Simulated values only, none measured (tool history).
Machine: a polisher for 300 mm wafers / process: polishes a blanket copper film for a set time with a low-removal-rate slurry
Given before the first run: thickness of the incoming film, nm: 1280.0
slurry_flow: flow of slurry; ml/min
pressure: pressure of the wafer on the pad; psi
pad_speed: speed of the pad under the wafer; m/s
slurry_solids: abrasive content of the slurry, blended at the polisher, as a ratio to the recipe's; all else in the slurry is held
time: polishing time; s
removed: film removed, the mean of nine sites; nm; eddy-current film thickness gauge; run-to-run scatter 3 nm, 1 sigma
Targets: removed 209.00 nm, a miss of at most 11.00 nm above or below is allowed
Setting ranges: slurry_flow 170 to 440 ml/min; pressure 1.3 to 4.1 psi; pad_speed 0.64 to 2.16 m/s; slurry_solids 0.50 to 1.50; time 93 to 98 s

Run 1, hour 0.0: slurry_flow 280 ml/min, pressure 2.7 psi, pad_speed 1.40 m/s, slurry_solids 1.00, time 93 s. Result: removed 332.24 nm.
Run 2, hour 0.8: slurry_flow 340 ml/min, pressure 2.7 psi, pad_speed 1.40 m/s, slurry_solids 1.00, time 93 s. Result: removed 330.35 nm.
Run 3, hour 3.7: slurry_flow 340 ml/min, pressure 2.5 psi, pad_speed 1.40 m/s, slurry_solids 1.00, time 93 s. Result: removed 318.20 nm.
Run 4, hour 8.7: slurry_flow 340 ml/min, pressure 2.5 psi, pad_speed 1.40 m/s, slurry_solids 1.00, time 98 s. Result: removed 335.31 nm.
Run 5, hour 16.7: slurry_flow 340 ml/min, pressure 2.5 psi, pad_speed 1.40 m/s, slurry_solids 1.10, time 98 s. Result: removed 349.77 nm.
Run 6, hour 22.4: slurry_flow 340 ml/min, pressure 2.4 psi, pad_speed 1.36 m/s, slurry_solids 1.10, time 98 s. Result: removed 321.72 nm.
Run 7, hour 27.5: slurry_flow 340 ml/min, pressure 2.3 psi, pad_speed 1.34 m/s, slurry_solids 1.10, time 98 s. Result: removed 304.12 nm.
Run 8, hour 34.6: slurry_flow 340 ml/min, pressure 2.2 psi, pad_speed 1.34 m/s, slurry_solids 1.10, time 98 s. Result: removed 281.05 nm.
Run 9, hour 35.3: slurry_flow 340 ml/min, pressure 2.1 psi, pad_speed 1.34 m/s, slurry_solids 1.10, time 98 s. Result: removed 275.72 nm.
Run 10, hour 44.0: slurry_flow 340 ml/min, pressure 2.0 psi, pad_speed 1.34 m/s, slurry_solids 1.10, time 98 s. Result: removed 263.99 nm.
Run 11, hour 46.5: slurry_flow 340 ml/min, pressure 1.9 psi, pad_speed 1.34 m/s, slurry_solids 1.10, time 98 s. Result: removed 252.33 nm.
Run 12, hour 54.0: slurry_flow 340 ml/min, pressure 1.9 psi, pad_speed 1.34 m/s, slurry_solids 1.10, time 98 s. Result: removed 245.40 nm.
Run 13, hour 55.9: slurry_flow 340 ml/min, pressure 1.7 psi, pad_speed 1.34 m/s, slurry_solids 1.10, time 98 s. Result: removed 228.09 nm.

Which single option among these 5 for the next run brings every result within its allowed miss of target? Just one does.
Run A, hour 57.8: slurry_flow 330 ml/min, pressure 2.0 psi, pad_speed 1.36 m/s, slurry_solids 1.30, time 93 s. Result: removed ?.
Run B, hour 57.8: slurry_flow 335 ml/min, pressure 2.2 psi, pad_speed 1.30 m/s, slurry_solids 1.15, time 93 s. Result: removed ?.
Run C, hour 57.8: slurry_flow 305 ml/min, pressure 2.0 psi, pad_speed 1.10 m/s, slurry_solids 1.10, time 95 s. Result: removed ?.
Run D, hour 57.8: slurry_flow 320 ml/min, pressure 1.9 psi, pad_speed 1.36 m/s, slurry_solids 1.15, time 93 s. Result: removed ?.
Run E, hour 57.8: slurry_flow 325 ml/min, pressure 1.6 psi, pad_speed 1.46 m/s, slurry_solids 1.30, time 98 s. Result: removed ?.

move  removed
   A   266.40
   B   271.23
   C   210.92
   D   245.13
   E   242.66
A: further off than the last run
B: further off than the last run
C: all results in spec
D: further off than the last run
E: further off than the last run
Move C is the one to make.

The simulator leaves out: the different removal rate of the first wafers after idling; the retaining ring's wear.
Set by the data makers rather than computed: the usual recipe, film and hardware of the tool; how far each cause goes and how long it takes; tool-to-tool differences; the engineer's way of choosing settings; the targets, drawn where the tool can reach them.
